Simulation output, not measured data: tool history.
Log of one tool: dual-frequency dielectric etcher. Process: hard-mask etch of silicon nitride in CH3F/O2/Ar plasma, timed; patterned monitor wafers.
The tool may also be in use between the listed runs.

run,hour,source power (kW),bias power (kW),etch time (s),mean etch depth across the wafer (nm)
1,0.0,0.360,0.067,225.5,146.96
2,1.6,0.360,0.063,225.5,143.20
3,6.9,0.360,0.072,225.5,150.28
4,13.3,0.360,0.072,225.5,150.67
5,21.8,0.380,0.073,226.0,153.96
6,28.3,0.380,0.073,235.5,160.34

Run 7 has not been measured yet. What should we expect?
7,34.7,0.390,0.074,235.5,?

mean etch depth across the wafer (nm): 162.12
